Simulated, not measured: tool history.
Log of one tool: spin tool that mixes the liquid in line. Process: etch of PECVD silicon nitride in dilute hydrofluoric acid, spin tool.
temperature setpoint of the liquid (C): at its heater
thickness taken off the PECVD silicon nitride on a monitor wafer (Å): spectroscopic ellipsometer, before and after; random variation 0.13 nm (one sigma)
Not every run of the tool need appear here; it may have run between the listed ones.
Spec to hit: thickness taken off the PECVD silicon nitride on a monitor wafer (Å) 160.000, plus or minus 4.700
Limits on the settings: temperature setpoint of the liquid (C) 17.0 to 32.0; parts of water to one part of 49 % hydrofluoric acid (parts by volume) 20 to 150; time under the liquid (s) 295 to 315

run    day  temperature setpoint of the liquid (C)  parts of water to one part of 49 % hydrofluoric acid (parts by volume)  time under the liquid (s)  thickness taken off the PECVD silicon nitride on a monitor wafer (Å)
  1  0.000                                    24.0                                                                      85                        295                                                                56.682
  2  0.346                                    24.0                                                                      85                        315                                                                61.873
  3  0.692                                    24.0                                                                      85                        315                                                                61.551
  4  0.967                                    27.0                                                                      85                        315                                                                75.680
  5  1.125                                    24.5                                                                      85                        315                                                                64.608
  6  1.454                                    24.5                                                                      85                        295                                                                59.817
  7  1.517                                    26.0                                                                      75                        295                                                                75.528
  8  1.788                                    27.0                                                                      70                        295                                                                85.579
  9  2.021                                    28.0                                                                      65                        295                                                                97.677
 10  2.058                                    28.5                                                                      60                        295                                                               107.520
 11  2.146                                    29.0                                                                      60                        295                                                               111.700
 12  2.492                                    29.5                                                                      60                        295                                                               117.750
 13  2.850                                    30.0                                                                      60                        295                                                               119.650
 14  3.183                                    30.5                                                                      60                        295                                                               124.030

Of the 5 settings listed for the next run, only one would bring every result within its allowed miss of target. Which one?
  A  3.517                                    28.5                                                                      60                        295                                                                     ?
  B  3.517                                    32.0                                                                      60                        315                                                                     ?
  C  3.517                                    32.0                                                                      55                        315                                                                     ?
  D  3.517                                    31.5                                                                      60                        310                                                                     ?
  E  3.517                                    28.0                                                                      75                        295                                                                     ?

move  thickness taken off the PECVD silicon nitride on a monitor wafer (Å)
   A                                                               110.240
   B                                                               147.260
   C                                                               160.610
   D                                                               140.410
   E                                                                85.522
A: further off than the last run
B: an improvement on the last run, though not all results are within tolerance
C: every result within its allowed miss
D: an improvement on the last run, though not all results are within tolerance
E: further off than the last run
The right move is C.

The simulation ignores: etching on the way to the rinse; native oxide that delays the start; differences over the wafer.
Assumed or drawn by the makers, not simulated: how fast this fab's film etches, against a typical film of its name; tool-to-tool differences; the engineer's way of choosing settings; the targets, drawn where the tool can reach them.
